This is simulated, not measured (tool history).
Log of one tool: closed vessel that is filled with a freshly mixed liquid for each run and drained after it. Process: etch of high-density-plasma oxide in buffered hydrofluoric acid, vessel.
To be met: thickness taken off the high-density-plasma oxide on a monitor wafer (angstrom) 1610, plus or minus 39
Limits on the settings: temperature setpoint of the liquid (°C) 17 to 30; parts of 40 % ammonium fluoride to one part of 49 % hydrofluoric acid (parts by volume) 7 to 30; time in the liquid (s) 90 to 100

run	hour	temperature setpoint of the liquid (°C)	parts of 40 % ammonium fluoride to one part of 49 % hydrofluoric acid (parts by volume)	time in the liquid (s)	thickness taken off the high-density-plasma oxide on a monitor wafer (angstrom)
1	0	22	20	90	1185.6
2	1.3	22.5	20	90	1250.8
3	4.8	20.5	20	90	1101.8
4	9.7	20.5	17	90	1299.7
5	16.2	21	17	90	1321.7
6	18.3	21	17	90	1328.7
7	23.4	21.5	17	90	1367.7
8	24.1	22	17	90	1408.9
9	29.1	22.5	17	90	1460.4
10	30.4	23.5	17	90	1531.8

5 next moves are on the table. One of them brings every result within its allowed miss. Which?
A	31.7	21.5	16	95	?
B	31.7	23.5	18.5	95	?
C	31.7	23.5	17.5	90	?
D	31.7	26	18.5	90	?
E	31.7	25	20.5	95	?

move	thickness taken off the high-density-plasma oxide on a monitor wafer (angstrom)
A	1536.3
B	1487.3
C	1488.1
D	1614.2
E	1458.9
A: closer than the last run, but not yet in spec
B: its largest miss is bigger than the last run's
C: its largest miss is bigger than the last run's
D: meets every target
E: its largest miss is bigger than the last run's
Correct choice: D, which meets every target
